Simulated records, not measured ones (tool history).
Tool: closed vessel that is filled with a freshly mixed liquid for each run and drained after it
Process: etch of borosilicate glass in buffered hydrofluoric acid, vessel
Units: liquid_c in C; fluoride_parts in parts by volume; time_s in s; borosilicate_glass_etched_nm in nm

{"run": 1, "day": 0.0, "liquid_c": 23, "fluoride_parts": 7.5, "time_s": 30, "borosilicate_glass_etched_nm": 55.858}
{"run": 2, "day": 0.242, "liquid_c": 23, "fluoride_parts": 6.5, "time_s": 30, "borosilicate_glass_etched_nm": 63.624}
{"run": 3, "day": 0.467, "liquid_c": 19.5, "fluoride_parts": 6.5, "time_s": 30, "borosilicate_glass_etched_nm": 52.485}
{"run": 4, "day": 0.817, "liquid_c": 20, "fluoride_parts": 6.5, "time_s": 30, "borosilicate_glass_etched_nm": 54.634}
{"run": 5, "day": 1.021, "liquid_c": 20, "fluoride_parts": 8.5, "time_s": 30, "borosilicate_glass_etched_nm": 41.611}
{"run": 6, "day": 1.404, "liquid_c": 21, "fluoride_parts": 8.5, "time_s": 30, "borosilicate_glass_etched_nm": 44.529}
{"run": 7, "day": 1.521, "liquid_c": 25, "fluoride_parts": 8.5, "time_s": 30, "borosilicate_glass_etched_nm": 55.374}
{"run": 8, "day": 1.796, "liquid_c": 25.5, "fluoride_parts": 8.5, "time_s": 30, "borosilicate_glass_etched_nm": 56.183}
{"run": 9, "day": 2.133, "liquid_c": 26, "fluoride_parts": 8.5, "time_s": 30, "borosilicate_glass_etched_nm": 57.419}

Run 10 comes next. What will it give?
{"run": 10, "day": 2.338, "liquid_c": 26.5, "fluoride_parts": 8.5, "time_s": 30, "borosilicate_glass_etched_nm": "?"}

borosilicate_glass_etched_nm: 59.398 nm
